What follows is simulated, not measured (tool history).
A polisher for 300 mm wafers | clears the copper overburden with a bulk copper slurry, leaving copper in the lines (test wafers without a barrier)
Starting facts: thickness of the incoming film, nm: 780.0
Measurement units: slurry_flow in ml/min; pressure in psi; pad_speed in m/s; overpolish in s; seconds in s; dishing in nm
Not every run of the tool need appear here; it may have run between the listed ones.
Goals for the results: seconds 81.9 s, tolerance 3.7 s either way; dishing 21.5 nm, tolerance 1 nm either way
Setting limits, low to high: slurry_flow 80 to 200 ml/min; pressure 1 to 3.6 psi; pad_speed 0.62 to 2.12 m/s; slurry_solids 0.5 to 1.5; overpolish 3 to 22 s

| run | hour | slurry_flow | pressure | pad_speed | slurry_solids | overpolish | seconds | dishing |
|---|---|---|---|---|---|---|---|---|
| 1 | 0 | 130 | 2.3 | 1.36 | 1 | 11 | 64.256 | 71.705 |
| 2 | 1.6 | 130 | 2.3 | 1.12 | 1 | 11 | 77.97 | 65.568 |
| 3 | 9 | 120 | 2 | 1.28 | 0.9 | 9 | 79.935 | 53.286 |
| 4 | 12.8 | 110 | 1.8 | 1.38 | 0.8 | 8 | 88.242 | 45.067 |
| 5 | 18.6 | 105 | 1.6 | 1.52 | 0.75 | 7 | 89.489 | 39.727 |
| 6 | 20.5 | 100 | 1.5 | 1.64 | 0.7 | 6 | 90.768 | 35.093 |
| 7 | 23.6 | 100 | 1.4 | 1.74 | 0.65 | 5 | 93.65 | 29.865 |
| 8 | 29.5 | 120 | 1.3 | 1.82 | 0.6 | 5 | 92.841 | 28.038 |
| 9 | 30.2 | 130 | 1.3 | 1.88 | 0.6 | 5 | 88.31 | 29.631 |

Exercise: of the 4 proposed moves below, exactly one satisfies all targets within the stated allowed misses. Which move is it?
| A | 30.9 | 130 | 1.3 | 1.8 | 0.5 | 3 | ? | ? |
| B | 30.9 | 135 | 1.5 | 1.8 | 0.55 | 9 | ? | ? |
| C | 30.9 | 140 | 1.2 | 1.78 | 0.8 | 9 | ? | ? |
| D | 30.9 | 130 | 1.5 | 1.88 | 0.5 | 3 | ? | ? |

| move | seconds | dishing |
|---|---|---|
| A | 97.225 | 17.606 |
| B | 83.055 | 49.774 |
| C | 96.515 | 43.32 |
| D | 81.317 | 20.815 |
A: moves the result that the last run missed by most past its target, out the other side
B: further off than the last run
C: further off than the last run
D: all results in spec
The move that meets every target is D.
